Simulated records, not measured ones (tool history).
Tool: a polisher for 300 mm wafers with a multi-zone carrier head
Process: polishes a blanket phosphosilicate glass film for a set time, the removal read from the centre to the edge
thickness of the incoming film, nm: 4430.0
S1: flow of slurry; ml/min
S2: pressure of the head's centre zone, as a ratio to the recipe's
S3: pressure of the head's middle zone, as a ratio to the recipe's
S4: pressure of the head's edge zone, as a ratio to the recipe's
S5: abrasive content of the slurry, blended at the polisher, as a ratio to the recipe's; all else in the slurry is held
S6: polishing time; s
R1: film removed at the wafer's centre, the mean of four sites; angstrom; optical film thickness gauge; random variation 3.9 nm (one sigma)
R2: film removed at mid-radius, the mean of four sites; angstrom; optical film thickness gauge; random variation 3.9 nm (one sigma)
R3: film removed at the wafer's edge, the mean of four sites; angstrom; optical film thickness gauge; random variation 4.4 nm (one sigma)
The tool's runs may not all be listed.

run 1 hour=0.0 | S1=245 S2=1.00 S3=1.00 S4=1.00 S5=1.00 S6=41 | R1=3834.6 R2=3951.6 R3=3894.7
run 2 hour=5.9 | S1=250 S2=1.01 S3=1.00 S4=1.02 S5=1.05 S6=41 | R1=3958.7 R2=3977.8 R3=4054.5
run 3 hour=11.7 | S1=285 S2=1.01 S3=1.00 S4=1.02 S5=1.05 S6=41 | R1=3951.5 R2=4077.3 R3=4156.1
run 4 hour=20.0 | S1=255 S2=1.01 S3=1.00 S4=1.02 S5=1.05 S6=41 | R1=3890.5 R2=4008.1 R3=4078.5
run 5 hour=21.3 | S1=255 S2=1.01 S3=1.00 S4=1.06 S5=1.05 S6=41 | R1=3985.3 R2=3963.3 R3=4151.8
run 6 hour=24.3 | S1=265 S2=1.02 S3=1.01 S4=1.08 S5=1.10 S6=41 | R1=4010.2 R2=4164.1 R3=4324.0

Forecast run 7:
run 7 hour=30.7 | S1=270 S2=1.04 S3=1.01 S4=1.09 S5=1.15 S6=41 | R1=? R2=? R3=?

Run 7 gave R1 4179.3 angstrom, R2 4159.5 angstrom, R3 4358.6 angstrom.

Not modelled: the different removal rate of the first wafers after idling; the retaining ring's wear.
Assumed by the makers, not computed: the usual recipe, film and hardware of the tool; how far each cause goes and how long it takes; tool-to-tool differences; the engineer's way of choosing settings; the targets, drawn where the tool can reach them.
